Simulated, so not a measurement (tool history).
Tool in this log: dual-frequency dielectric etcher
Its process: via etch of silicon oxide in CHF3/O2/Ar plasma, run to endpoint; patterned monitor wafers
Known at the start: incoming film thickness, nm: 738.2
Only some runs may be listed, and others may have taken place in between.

run	hour	source power (W)	bias power (W)	endpoint time (s)
1	0.0	530	197	364.00
2	7.6	570	205	343.55
3	10.2	600	208	329.78
4	16.2	600	193	345.58
5	22.1	600	176	362.67
6	23.6	630	182	346.93
7	30.6	650	187	338.28
8	32.5	650	187	337.81
9	34.0	670	191	329.02

The next listed run, before its measurement:
10	39.9	680	194	?

Logged for run 10: endpoint time (s) 323.32.
